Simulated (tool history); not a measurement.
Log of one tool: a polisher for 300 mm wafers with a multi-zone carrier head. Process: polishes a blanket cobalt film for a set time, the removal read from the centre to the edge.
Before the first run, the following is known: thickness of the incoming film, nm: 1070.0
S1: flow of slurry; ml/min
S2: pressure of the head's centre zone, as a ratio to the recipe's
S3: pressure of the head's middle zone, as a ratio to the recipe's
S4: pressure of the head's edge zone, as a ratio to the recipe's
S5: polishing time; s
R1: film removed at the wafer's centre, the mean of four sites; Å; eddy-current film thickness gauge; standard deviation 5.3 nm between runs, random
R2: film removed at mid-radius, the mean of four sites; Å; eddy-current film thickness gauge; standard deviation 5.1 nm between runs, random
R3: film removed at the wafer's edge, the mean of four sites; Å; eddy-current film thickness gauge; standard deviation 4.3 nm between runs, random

run	day	S1	S2	S3	S4	S5	R1	R2	R3
1	0.000	195	1.00	1.00	1.00	54	4406.4	3996.0	4148.2
2	0.038	195	0.91	1.00	1.00	54	3987.5	4021.5	4127.3
3	0.412	170	0.91	1.00	1.00	54	3943.3	3952.7	4053.8
4	0.562	190	0.93	1.04	1.01	57	4431.8	4315.1	4350.7
5	0.621	190	0.93	1.04	1.01	52	3981.3	4021.0	3994.3
# day 0.679: centre zone pressure recalibrated
6	0.679	145	0.93	1.04	1.01	52	3541.6	3781.3	3904.3
7	0.817	200	0.98	1.14	1.11	67	5003.1	5576.5	5354.9

Predict the results of run 8:
8	0.879	215	1.00	1.15	1.11	68	?	?	?

Run 8 came out at R1 5226.8 Å, R2 5737.8 Å, R3 5449.1 Å.
